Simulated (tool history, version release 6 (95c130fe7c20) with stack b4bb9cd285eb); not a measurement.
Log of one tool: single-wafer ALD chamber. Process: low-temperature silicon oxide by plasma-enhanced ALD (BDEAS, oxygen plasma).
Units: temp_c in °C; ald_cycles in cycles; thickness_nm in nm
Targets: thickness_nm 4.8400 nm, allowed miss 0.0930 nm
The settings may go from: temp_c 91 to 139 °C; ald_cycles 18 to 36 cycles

Run 1, hour 0.0: temp_c 115 °C, ald_cycles 27 cycles. Result: thickness_nm 4.0598 nm.
Run 2, hour 4.3: temp_c 114 °C, ald_cycles 28 cycles. Result: thickness_nm 4.2212 nm.
Run 3, hour 6.0: temp_c 113 °C, ald_cycles 29 cycles. Result: thickness_nm 4.4647 nm.
Run 4, hour 14.0: temp_c 111 °C, ald_cycles 29 cycles. Result: thickness_nm 4.4473 nm.
Run 5, hour 17.1: temp_c 110 °C, ald_cycles 29 cycles. Result: thickness_nm 4.4203 nm.
Run 6, hour 20.2: temp_c 110 °C, ald_cycles 28 cycles. Result: thickness_nm 4.2509 nm.
Run 7, hour 21.9: temp_c 110 °C, ald_cycles 28 cycles. Result: thickness_nm 4.3071 nm.
Run 8, hour 24.4: temp_c 108 °C, ald_cycles 28 cycles. Result: thickness_nm 4.2643 nm.
Run 9, hour 26.4: temp_c 108 °C, ald_cycles 29 cycles. Result: thickness_nm 4.4325 nm.
Run 10, hour 34.7: temp_c 108 °C, ald_cycles 30 cycles. Result: thickness_nm 4.5643 nm.
Run 11, hour 38.5: temp_c 108 °C, ald_cycles 31 cycles. Result: thickness_nm 4.7214 nm.

Which of these 5 next moves meets every target?
Run A, hour 42.3: temp_c 101 °C, ald_cycles 31 cycles. Result: thickness_nm ?.
Run B, hour 42.3: temp_c 106 °C, ald_cycles 30 cycles. Result: thickness_nm ?.
Run C, hour 42.3: temp_c 98 °C, ald_cycles 29 cycles. Result: thickness_nm ?.
Run D, hour 42.3: temp_c 100 °C, ald_cycles 30 cycles. Result: thickness_nm ?.
Run E, hour 42.3: temp_c 100 °C, ald_cycles 29 cycles. Result: thickness_nm ?.

move  thickness_nm
   A        4.8134
   B        4.6209
   C        4.5244
   D        4.6655
   E        4.5100
A: meets every target
B: further off than the last run
C: further off than the last run
D: further off than the last run
E: further off than the last run
The right move is A.
